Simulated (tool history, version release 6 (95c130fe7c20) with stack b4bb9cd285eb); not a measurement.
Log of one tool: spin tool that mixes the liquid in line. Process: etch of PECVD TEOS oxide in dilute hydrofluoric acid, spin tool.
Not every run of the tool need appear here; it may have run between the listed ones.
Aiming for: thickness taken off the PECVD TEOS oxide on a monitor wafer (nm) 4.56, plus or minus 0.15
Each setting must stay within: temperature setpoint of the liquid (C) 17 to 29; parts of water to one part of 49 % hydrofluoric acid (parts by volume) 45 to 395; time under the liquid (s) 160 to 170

| run | hour | temperature setpoint of the liquid (C) | parts of water to one part of 49 % hydrofluoric acid (parts by volume) | time under the liquid (s) | thickness taken off the PECVD TEOS oxide on a monitor wafer (nm) |
|---|---|---|---|---|---|
| 1 | 0 | 21 | 220 | 160 | 9.0254 |
| 2 | 8.8 | 21 | 250 | 160 | 7.6002 |
| 3 | 9.5 | 21 | 250 | 160 | 7.5698 |
| 4 | 13.4 | 21 | 205 | 160 | 9.7607 |
| 5 | 21.2 | 20 | 240 | 160 | 7.7497 |
| 6 | 28 | 20 | 210 | 160 | 9.1923 |
| 7 | 32.3 | 19 | 240 | 160 | 7.4753 |
| 8 | 33.9 | 18.5 | 265 | 160 | 6.4706 |

Which single option among these 5 for the next run brings every result within its allowed miss of target? Just one does.
| A | 35.5 | 17.5 | 310 | 160 | ? |
| B | 35.5 | 17 | 355 | 170 | ? |
| C | 35.5 | 23.5 | 205 | 170 | ? |
| D | 35.5 | 17 | 285 | 160 | ? |
| E | 35.5 | 18 | 175 | 170 | ? |

| move | thickness taken off the PECVD TEOS oxide on a monitor wafer (nm) |
|---|---|
| A | 5.1394 |
| B | 4.5113 |
| C | 11.393 |
| D | 5.6022 |
| E | 11.129 |
A: better than the last run, though not everything is in spec
B: every result within its allowed miss
C: misses by more than the last run did
D: better than the last run, though not everything is in spec
E: misses by more than the last run did
Go with B: it meets all targets.

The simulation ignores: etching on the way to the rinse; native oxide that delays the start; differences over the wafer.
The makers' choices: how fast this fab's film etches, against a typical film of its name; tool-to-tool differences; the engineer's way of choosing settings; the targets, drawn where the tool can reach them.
